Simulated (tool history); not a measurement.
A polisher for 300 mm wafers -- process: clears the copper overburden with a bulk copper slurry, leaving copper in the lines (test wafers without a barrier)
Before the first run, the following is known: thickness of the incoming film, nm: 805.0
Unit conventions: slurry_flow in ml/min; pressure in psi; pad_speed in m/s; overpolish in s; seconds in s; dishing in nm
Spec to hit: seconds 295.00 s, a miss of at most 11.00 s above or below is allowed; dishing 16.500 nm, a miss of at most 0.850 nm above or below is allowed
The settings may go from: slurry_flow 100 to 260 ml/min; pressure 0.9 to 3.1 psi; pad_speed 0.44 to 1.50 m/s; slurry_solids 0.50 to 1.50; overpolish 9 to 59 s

{"run": 1, "hour": 0.0, "slurry_flow": 165, "pressure": 2.0, "pad_speed": 0.96, "slurry_solids": 1.0, "overpolish": 30, "seconds": 123.9, "dishing": 18.926}
{"run": 2, "hour": 0.6, "slurry_flow": 200, "pressure": 2.0, "pad_speed": 0.96, "slurry_solids": 1.0, "overpolish": 30, "seconds": 116.67, "dishing": 19.3}
{"run": 3, "hour": 5.6, "slurry_flow": 185, "pressure": 1.8, "pad_speed": 0.92, "slurry_solids": 1.0, "overpolish": 28, "seconds": 138.59, "dishing": 19.243}
{"run": 4, "hour": 8.5, "slurry_flow": 185, "pressure": 1.4, "pad_speed": 0.92, "slurry_solids": 1.0, "overpolish": 28, "seconds": 177.75, "dishing": 18.651}
{"run": 5, "hour": 15.9, "slurry_flow": 185, "pressure": 1.4, "pad_speed": 0.8, "slurry_solids": 1.0, "overpolish": 28, "seconds": 202.52, "dishing": 18.65}
{"run": 6, "hour": 24.8, "slurry_flow": 185, "pressure": 1.4, "pad_speed": 0.8, "slurry_solids": 0.85, "overpolish": 28, "seconds": 212.31, "dishing": 17.693}
{"run": 7, "hour": 33.8, "slurry_flow": 185, "pressure": 1.4, "pad_speed": 0.8, "slurry_solids": 0.85, "overpolish": 28, "seconds": 210.59, "dishing": 18.202}
{"run": 8, "hour": 35.8, "slurry_flow": 185, "pressure": 1.4, "pad_speed": 0.8, "slurry_solids": 0.85, "overpolish": 28, "seconds": 209.22, "dishing": 18.722}
{"run": 9, "hour": 42.8, "slurry_flow": 170, "pressure": 1.3, "pad_speed": 0.8, "slurry_solids": 0.9, "overpolish": 30, "seconds": 223.19, "dishing": 18.095}
{"run": 10, "hour": 49.3, "slurry_flow": 165, "pressure": 1.3, "pad_speed": 0.8, "slurry_solids": 0.85, "overpolish": 31, "seconds": 237.03, "dishing": 17.767}
{"run": 11, "hour": 53.9, "slurry_flow": 165, "pressure": 1.3, "pad_speed": 0.8, "slurry_solids": 0.85, "overpolish": 31, "seconds": 230.76, "dishing": 17.881}
{"run": 12, "hour": 57.1, "slurry_flow": 160, "pressure": 1.3, "pad_speed": 0.8, "slurry_solids": 0.8, "overpolish": 32, "seconds": 236.0, "dishing": 18.481}
{"run": 13, "hour": 63.4, "slurry_flow": 160, "pressure": 1.2, "pad_speed": 0.78, "slurry_solids": 0.85, "overpolish": 28, "seconds": 254.66, "dishing": 17.391}
{"run": 14, "hour": 67.2, "slurry_flow": 155, "pressure": 1.2, "pad_speed": 0.78, "slurry_solids": 0.85, "overpolish": 28, "seconds": 259.17, "dishing": 17.349}
{"run": 15, "hour": 69.3, "slurry_flow": 155, "pressure": 1.2, "pad_speed": 0.78, "slurry_solids": 0.85, "overpolish": 28, "seconds": 257.9, "dishing": 17.42}
{"run": 16, "hour": 72.8, "slurry_flow": 150, "pressure": 1.2, "pad_speed": 0.78, "slurry_solids": 0.85, "overpolish": 28, "seconds": 259.51, "dishing": 17.347}
{"run": 17, "hour": 78.2, "slurry_flow": 145, "pressure": 1.2, "pad_speed": 0.78, "slurry_solids": 0.85, "overpolish": 28, "seconds": 262.74, "dishing": 17.333}
{"run": 18, "hour": 79.8, "slurry_flow": 145, "pressure": 1.2, "pad_speed": 0.78, "slurry_solids": 0.85, "overpolish": 28, "seconds": 262.42, "dishing": 17.461}
{"run": 19, "hour": 85.3, "slurry_flow": 140, "pressure": 1.2, "pad_speed": 0.78, "slurry_solids": 0.85, "overpolish": 27, "seconds": 264.15, "dishing": 17.139}
{"run": 20, "hour": 92.0, "slurry_flow": 135, "pressure": 1.2, "pad_speed": 0.78, "slurry_solids": 0.85, "overpolish": 27, "seconds": 261.92, "dishing": 17.765}
{"run": 21, "hour": 94.9, "slurry_flow": 135, "pressure": 1.2, "pad_speed": 0.78, "slurry_solids": 0.85, "overpolish": 27, "seconds": 266.95, "dishing": 17.292}
{"run": 22, "hour": 100.8, "slurry_flow": 130, "pressure": 1.2, "pad_speed": 0.78, "slurry_solids": 0.85, "overpolish": 26, "seconds": 261.33, "dishing": 16.857}

Which one of the following 5 next-run settings gets every result inside its allowed miss? There is exactly one.
{"run": "A", "hour": 106.7, "slurry_flow": 170, "pressure": 1.3, "pad_speed": 0.78, "slurry_solids": 0.95, "overpolish": 42, "seconds": "?", "dishing": "?"}
{"run": "B", "hour": 106.7, "slurry_flow": 240, "pressure": 1.1, "pad_speed": 0.78, "slurry_solids": 0.8, "overpolish": 48, "seconds": "?", "dishing": "?"}
{"run": "C", "hour": 106.7, "slurry_flow": 100, "pressure": 1.1, "pad_speed": 0.84, "slurry_solids": 0.85, "overpolish": 25, "seconds": "?", "dishing": "?"}
{"run": "D", "hour": 106.7, "slurry_flow": 170, "pressure": 1.3, "pad_speed": 0.64, "slurry_solids": 1.2, "overpolish": 34, "seconds": "?", "dishing": "?"}
{"run": "E", "hour": 106.7, "slurry_flow": 160, "pressure": 1.3, "pad_speed": 0.76, "slurry_solids": 0.95, "overpolish": 23, "seconds": "?", "dishing": "?"}

move=A seconds=224.92 dishing=18.934
move=B seconds=263.30 dishing=18.465
move=C seconds=285.85 dishing=17.211
move=D seconds=255.41 dishing=18.632
move=E seconds=233.03 dishing=17.966
A: moves away from the targets compared with the last run
B: nearer the targets than the last run, but a result is still out of spec
C: all results in spec
D: moves away from the targets compared with the last run
E: moves away from the targets compared with the last run
C is the move that brings every result within its allowed miss.
